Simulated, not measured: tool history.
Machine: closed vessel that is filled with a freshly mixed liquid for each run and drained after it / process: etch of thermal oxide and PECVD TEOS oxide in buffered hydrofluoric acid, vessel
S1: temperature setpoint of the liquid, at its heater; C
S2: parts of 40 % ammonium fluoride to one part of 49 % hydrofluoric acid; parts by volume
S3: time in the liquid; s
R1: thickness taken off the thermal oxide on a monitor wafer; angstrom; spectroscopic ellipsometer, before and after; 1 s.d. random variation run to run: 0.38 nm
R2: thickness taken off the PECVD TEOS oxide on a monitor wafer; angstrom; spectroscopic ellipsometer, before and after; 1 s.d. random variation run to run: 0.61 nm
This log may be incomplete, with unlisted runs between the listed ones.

run	hour	S1	S2	S3	R1	R2
1	0.0	25.0	19.5	60	386.28	453.54
2	8.5	25.0	14.5	60	518.83	608.92
3	13.8	25.0	19.0	60	396.48	458.46
4	14.7	26.0	18.5	60	434.71	503.58
5	20.8	28.5	18.5	60	489.92	578.03
6	25.8	29.0	18.0	60	526.27	600.66
7	31.1	29.5	18.0	60	537.24	609.93
8	38.2	30.0	17.5	60	560.06	652.66
9	41.5	30.5	17.5	60	585.98	666.01
10	48.4	31.0	17.0	60	604.97	704.77

Expected results for the next run?
11	49.1	32.0	16.5	60	?	?

Run 11 produced R1 663.32 angstrom, R2 775.05 angstrom.

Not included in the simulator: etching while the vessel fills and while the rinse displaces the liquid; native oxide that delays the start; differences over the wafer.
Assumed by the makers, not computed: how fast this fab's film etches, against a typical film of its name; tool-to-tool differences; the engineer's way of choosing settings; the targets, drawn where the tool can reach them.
